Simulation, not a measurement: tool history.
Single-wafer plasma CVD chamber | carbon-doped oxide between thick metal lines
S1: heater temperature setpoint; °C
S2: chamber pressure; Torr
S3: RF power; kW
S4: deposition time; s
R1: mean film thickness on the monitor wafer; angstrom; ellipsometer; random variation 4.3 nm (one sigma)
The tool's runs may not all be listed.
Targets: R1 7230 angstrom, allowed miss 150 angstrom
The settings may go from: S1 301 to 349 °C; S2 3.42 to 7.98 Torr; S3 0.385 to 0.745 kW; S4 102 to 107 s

run 1 hour=0 | S1=325 S2=5.7 S3=0.565 S4=107 | R1=6476.1
run 2 hour=2.2 | S1=329 S2=5.7 S3=0.565 S4=107 | R1=6376.8
run 3 hour=5.1 | S1=325 S2=6.01 S3=0.575 S4=107 | R1=6547.4
run 4 hour=9 | S1=325 S2=6.01 S3=0.605 S4=107 | R1=6740.2
run 5 hour=10.6 | S1=322 S2=6.15 S3=0.615 S4=107 | R1=6873.2
run 6 hour=11.9 | S1=322 S2=6.15 S3=0.615 S4=107 | R1=6938.8
run 7 hour=17.4 | S1=320 S2=6.23 S3=0.62 S4=107 | R1=7061
run 8 hour=20.2 | S1=319 S2=6.27 S3=0.62 S4=107 | R1=7020.9

Which of these 5 next moves meets every target?
run A hour=23 | S1=316 S2=7.49 S3=0.61 S4=107 | R1=?
run B hour=23 | S1=320 S2=6.55 S3=0.715 S4=107 | R1=?
run C hour=23 | S1=318 S2=6.84 S3=0.69 S4=107 | R1=?
run D hour=23 | S1=302 S2=6.22 S3=0.665 S4=103 | R1=?
run E hour=23 | S1=314 S2=6.15 S3=0.695 S4=107 | R1=?

move=A R1=7140.8
move=B R1=7580.6
move=C R1=7524.3
move=D R1=7554.3
move=E R1=7604.2
A: meets every target
B: takes the result that was furthest off past its target
C: takes the result that was furthest off past its target
D: takes the result that was furthest off past its target
E: takes the result that was furthest off past its target
Answer: A
